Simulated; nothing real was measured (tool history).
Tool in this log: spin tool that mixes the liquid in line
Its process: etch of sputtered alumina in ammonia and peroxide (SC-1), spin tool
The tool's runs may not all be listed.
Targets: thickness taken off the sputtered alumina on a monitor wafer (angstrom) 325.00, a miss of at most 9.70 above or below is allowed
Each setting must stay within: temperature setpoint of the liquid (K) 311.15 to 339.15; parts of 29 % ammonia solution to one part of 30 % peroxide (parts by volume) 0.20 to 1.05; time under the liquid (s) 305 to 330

run	hour	temperature setpoint of the liquid (K)	parts of 29 % ammonia solution to one part of 30 % peroxide (parts by volume)	time under the liquid (s)	thickness taken off the sputtered alumina on a monitor wafer (angstrom)
1	0.0	323.15	0.55	305	183.04
2	1.0	324.15	0.55	305	195.74
3	2.7	325.15	0.55	305	207.25
4	7.1	325.15	0.70	305	210.34
5	14.3	325.15	0.85	305	213.38
6	22.4	325.15	0.85	305	215.47
7	28.7	326.15	0.85	305	225.52
8	32.0	326.65	0.85	305	231.03
9	40.8	327.15	0.85	305	240.29
10	48.9	327.65	0.85	305	244.49
11	50.6	328.15	0.85	305	252.91
12	53.3	328.65	0.85	305	257.36
13	54.6	333.65	0.85	305	340.89

Pick the move, out of 4, that brings all results within their allowed miss; only one does.
A	55.9	333.65	0.65	330	?
B	55.9	333.65	0.85	310	?
C	55.9	331.15	1.05	325	?
D	55.9	334.15	0.90	310	?

move	thickness taken off the sputtered alumina on a monitor wafer (angstrom)
A	354.39
B	341.46
C	321.03
D	352.18
A: further off than the last run
B: about as far from the targets as the last run
C: every result within its allowed miss
D: further off than the last run
Correct choice: C, which meets every target
